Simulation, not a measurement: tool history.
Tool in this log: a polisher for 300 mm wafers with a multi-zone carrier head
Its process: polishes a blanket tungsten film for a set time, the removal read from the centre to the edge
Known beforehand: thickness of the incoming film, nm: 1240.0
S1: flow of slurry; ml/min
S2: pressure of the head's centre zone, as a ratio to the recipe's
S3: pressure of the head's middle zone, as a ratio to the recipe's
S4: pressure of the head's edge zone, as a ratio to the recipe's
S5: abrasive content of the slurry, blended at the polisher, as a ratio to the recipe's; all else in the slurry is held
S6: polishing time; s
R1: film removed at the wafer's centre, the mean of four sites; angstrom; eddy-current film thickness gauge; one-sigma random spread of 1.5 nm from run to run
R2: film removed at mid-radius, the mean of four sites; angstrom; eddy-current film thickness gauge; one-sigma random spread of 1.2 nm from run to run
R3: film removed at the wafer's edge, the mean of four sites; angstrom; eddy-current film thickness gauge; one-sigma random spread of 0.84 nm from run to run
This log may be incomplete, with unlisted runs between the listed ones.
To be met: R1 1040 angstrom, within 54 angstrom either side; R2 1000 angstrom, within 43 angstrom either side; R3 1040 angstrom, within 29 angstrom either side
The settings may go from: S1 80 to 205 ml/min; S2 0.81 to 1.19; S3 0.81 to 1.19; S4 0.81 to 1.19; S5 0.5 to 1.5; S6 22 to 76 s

| run | hour | S1 | S2 | S3 | S4 | S5 | S6 | R1 | R2 | R3 |
|---|---|---|---|---|---|---|---|---|---|---|
| 1 | 0 | 135 | 1 | 1 | 1 | 1 | 49 | 2235.7 | 2113.1 | 2239 |
| 2 | 2.1 | 130 | 0.99 | 0.99 | 0.98 | 0.9 | 44 | 1908.3 | 1868.7 | 1892.4 |
| 3 | 8.8 | 130 | 0.99 | 0.99 | 0.92 | 0.9 | 44 | 1925.7 | 1891.7 | 1854.8 |
| 4 | 14.6 | 130 | 0.99 | 0.93 | 0.92 | 0.9 | 44 | 1945 | 1779.5 | 1840.4 |
| 5 | 21.8 | 155 | 0.99 | 0.93 | 0.92 | 0.9 | 44 | 1973.8 | 1838.5 | 1917.6 |
| 6 | 25.5 | 155 | 0.99 | 0.93 | 0.84 | 0.9 | 44 | 2012.3 | 1856.2 | 1814 |
| 7 | 27.7 | 120 | 0.89 | 0.85 | 0.81 | 0.65 | 30 | 1086.2 | 1029.1 | 1097.4 |
| 8 | 33.2 | 120 | 0.89 | 0.85 | 0.81 | 0.65 | 30 | 1074.4 | 1058.9 | 1092.1 |
| 9 | 38 | 115 | 0.89 | 0.85 | 0.81 | 0.65 | 30 | 1046.2 | 1038.4 | 1088.3 |
| 10 | 39.7 | 115 | 0.9 | 0.85 | 0.81 | 0.65 | 30 | 1063.6 | 1062.7 | 1095.7 |
| 11 | 46.7 | 115 | 0.9 | 0.85 | 0.81 | 0.65 | 30 | 1083.3 | 1034.1 | 1088.9 |

Which single option among these 5 for the next run brings every result within its allowed miss of target? Just one does.
| A | 53.7 | 90 | 0.94 | 0.81 | 0.99 | 0.9 | 29 | ? | ? | ? |
| B | 53.7 | 110 | 0.9 | 0.88 | 0.81 | 0.5 | 33 | ? | ? | ? |
| C | 53.7 | 115 | 0.99 | 0.89 | 0.81 | 0.6 | 29 | ? | ? | ? |
| D | 53.7 | 120 | 0.9 | 0.86 | 0.81 | 0.7 | 28 | ? | ? | ? |
| E | 53.7 | 110 | 0.83 | 0.81 | 0.91 | 0.75 | 29 | ? | ? | ? |

| move | R1 | R2 | R3 |
|---|---|---|---|
| A | 1107.1 | 971.93 | 1200 |
| B | 1113.1 | 1079.3 | 1125.3 |
| C | 1131.8 | 1003.6 | 1035 |
| D | 1036.7 | 985.69 | 1040.5 |
| E | 984.9 | 974.72 | 1139.9 |
A: further off than the last run
B: further off than the last run
C: the worst result of the last run now meets its target, but another is out of spec
D: hits every target within its allowed miss
E: further off than the last run
Answer: D
